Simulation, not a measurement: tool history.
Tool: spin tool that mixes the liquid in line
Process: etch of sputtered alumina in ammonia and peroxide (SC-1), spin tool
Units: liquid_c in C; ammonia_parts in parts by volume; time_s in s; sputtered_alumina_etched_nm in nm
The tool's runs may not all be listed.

run	hour	liquid_c	ammonia_parts	time_s	sputtered_alumina_etched_nm
1	0.0	62.0	0.9	150	16.781
2	5.0	59.5	0.9	150	14.337
3	10.6	59.5	1.1	150	14.822
4	18.8	59.5	1.1	160	15.883
5	24.1	59.5	0.9	160	15.521
6	32.5	59.5	0.9	160	15.844
7	40.7	60.5	0.9	160	16.647
8	44.6	61.5	0.9	160	17.036

The next listed run, before its measurement:
9	48.7	62.5	0.9	160	?

Run 9 gave sputtered_alumina_etched_nm 18.217 nm.
